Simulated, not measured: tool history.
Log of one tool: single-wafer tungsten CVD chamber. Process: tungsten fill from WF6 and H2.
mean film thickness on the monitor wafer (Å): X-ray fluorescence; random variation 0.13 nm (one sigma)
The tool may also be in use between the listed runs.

run	day	heater temperature setpoint (K)	chamber pressure (Pa)	deposition time (s)	mean film thickness on the monitor wafer (Å)
1	0.000	648.15	6799	20.9	524.52
2	0.021	639.15	6799	20.9	443.77
3	0.283	639.15	6799	19.9	420.95
4	0.538	639.15	7706	19.9	443.52
5	0.608	643.15	7733	19.9	478.94
6	0.871	647.15	7733	19.9	518.20
7	1.217	649.15	7746	19.9	537.29
8	1.462	650.15	7759	19.9	546.16

Run 9 has not been measured yet. What should we expect?
9	1.838	651.15	7759	19.9	?

mean film thickness on the monitor wafer (Å): 557.07
